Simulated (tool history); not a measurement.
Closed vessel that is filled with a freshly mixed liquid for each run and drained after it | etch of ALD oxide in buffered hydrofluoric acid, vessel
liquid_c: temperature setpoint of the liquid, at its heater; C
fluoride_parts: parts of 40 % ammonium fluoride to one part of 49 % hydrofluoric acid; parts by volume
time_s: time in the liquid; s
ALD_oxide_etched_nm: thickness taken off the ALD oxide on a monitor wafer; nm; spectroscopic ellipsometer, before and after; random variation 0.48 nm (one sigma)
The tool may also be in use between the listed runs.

run 1 day=0 | liquid_c=24 fluoride_parts=21.5 time_s=30 | ALD_oxide_etched_nm=44.24
run 2 day=0.167 | liquid_c=21 fluoride_parts=21.5 time_s=30 | ALD_oxide_etched_nm=37.893
run 3 day=0.408 | liquid_c=21 fluoride_parts=16.5 time_s=30 | ALD_oxide_etched_nm=48.272
run 4 day=0.5 | liquid_c=22.5 fluoride_parts=16.5 time_s=30 | ALD_oxide_etched_nm=52.521
run 5 day=0.883 | liquid_c=24 fluoride_parts=16.5 time_s=30 | ALD_oxide_etched_nm=56.963
run 6 day=1.258 | liquid_c=24 fluoride_parts=12 time_s=30 | ALD_oxide_etched_nm=78.29

Forecast run 7:
run 7 day=1.462 | liquid_c=23.5 fluoride_parts=12 time_s=30 | ALD_oxide_etched_nm=?

{"run 7": {"ALD_oxide_etched_nm": 76.186}}
